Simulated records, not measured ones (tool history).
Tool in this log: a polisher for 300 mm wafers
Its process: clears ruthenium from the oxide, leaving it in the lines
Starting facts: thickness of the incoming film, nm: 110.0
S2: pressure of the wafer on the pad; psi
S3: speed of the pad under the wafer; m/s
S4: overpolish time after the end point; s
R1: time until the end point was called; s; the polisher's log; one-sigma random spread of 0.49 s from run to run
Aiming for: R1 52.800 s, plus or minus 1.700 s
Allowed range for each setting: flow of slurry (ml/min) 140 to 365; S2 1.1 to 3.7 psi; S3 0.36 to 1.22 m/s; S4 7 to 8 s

Run 1, hour 0.0: flow of slurry (ml/min) 235, S2 2.4 psi, S3 0.78 m/s, S4 8 s. Result: R1 97.012 s.
Run 2, hour 8.3: flow of slurry (ml/min) 235, S2 2.6 psi, S3 0.78 m/s, S4 8 s. Result: R1 89.838 s.
Run 3, hour 10.4: flow of slurry (ml/min) 280, S2 2.6 psi, S3 0.78 m/s, S4 8 s. Result: R1 87.730 s.
Run 4, hour 11.9: flow of slurry (ml/min) 280, S2 2.6 psi, S3 0.78 m/s, S4 8 s. Result: R1 88.621 s.
Run 5, hour 18.8: flow of slurry (ml/min) 280, S2 2.6 psi, S3 0.88 m/s, S4 8 s. Result: R1 79.226 s.
Run 6, hour 24.0: flow of slurry (ml/min) 280, S2 2.1 psi, S3 0.88 m/s, S4 8 s. Result: R1 96.712 s.
Run 7, hour 26.2: flow of slurry (ml/min) 280, S2 2.1 psi, S3 0.88 m/s, S4 8 s. Result: R1 96.876 s.
Run 8, hour 30.9: flow of slurry (ml/min) 280, S2 2.3 psi, S3 0.88 m/s, S4 8 s. Result: R1 88.829 s.
Run 9, hour 37.3: flow of slurry (ml/min) 280, S2 2.5 psi, S3 0.88 m/s, S4 8 s. Result: R1 82.787 s.
Run 10, hour 40.7: flow of slurry (ml/min) 280, S2 2.7 psi, S3 0.88 m/s, S4 8 s. Result: R1 75.318 s.
Run 11, hour 41.8: flow of slurry (ml/min) 280, S2 2.8 psi, S3 0.88 m/s, S4 8 s. Result: R1 71.868 s.
Run 12, hour 47.5: flow of slurry (ml/min) 280, S2 2.9 psi, S3 0.88 m/s, S4 8 s. Result: R1 69.452 s.
Run 13, hour 52.0: flow of slurry (ml/min) 280, S2 3.0 psi, S3 0.88 m/s, S4 8 s. Result: R1 69.403 s.
Run 14, hour 60.0: flow of slurry (ml/min) 285, S2 3.6 psi, S3 0.92 m/s, S4 8 s. Result: R1 54.898 s.

Of the 5 settings listed for the next run, only one would bring every result within its allowed miss of target. Which one?
Run A, hour 68.0: flow of slurry (ml/min) 165, S2 3.3 psi, S3 1.16 m/s, S4 8 s. Result: R1 ?.
Run B, hour 68.0: flow of slurry (ml/min) 285, S2 3.5 psi, S3 0.90 m/s, S4 7 s. Result: R1 ?.
Run C, hour 68.0: flow of slurry (ml/min) 200, S2 3.7 psi, S3 0.96 m/s, S4 7 s. Result: R1 ?.
Run D, hour 68.0: flow of slurry (ml/min) 330, S2 3.2 psi, S3 1.14 m/s, S4 7 s. Result: R1 ?.
Run E, hour 68.0: flow of slurry (ml/min) 310, S2 3.7 psi, S3 1.00 m/s, S4 7 s. Result: R1 ?.

move      R1
   A  50.303
   B  57.615
   C  52.970
   D  49.351
   E  48.900
A: moves the result that the last run missed by most past its target, out the other side
B: lands further from the targets than the last run did
C: each result inside its tolerance
D: moves the result that the last run missed by most past its target, out the other side
E: moves the result that the last run missed by most past its target, out the other side
So the answer is move C, the one that meets all the targets.
